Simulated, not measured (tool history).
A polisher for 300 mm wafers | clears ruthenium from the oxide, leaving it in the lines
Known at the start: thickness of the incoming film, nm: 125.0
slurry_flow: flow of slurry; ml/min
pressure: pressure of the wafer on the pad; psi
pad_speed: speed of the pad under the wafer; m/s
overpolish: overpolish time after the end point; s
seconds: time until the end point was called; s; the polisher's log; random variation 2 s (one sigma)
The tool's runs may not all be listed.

run	hour	slurry_flow	pressure	pad_speed	overpolish	seconds
1	0.0	195	2.4	0.78	44	109.69
2	1.0	195	2.2	0.78	44	124.04
3	3.9	195	2.1	0.78	44	128.60
4	12.5	195	2.0	0.78	44	133.35
5	16.2	195	2.0	0.78	44	133.88
6	18.6	225	2.0	0.78	44	129.11
7	27.6	215	1.9	0.78	44	138.86
8	34.7	210	1.8	0.78	44	147.16

Run 9 comes next. What will it give?
9	39.7	205	1.7	0.78	44	?

Run 9 gave seconds 154.84 s.
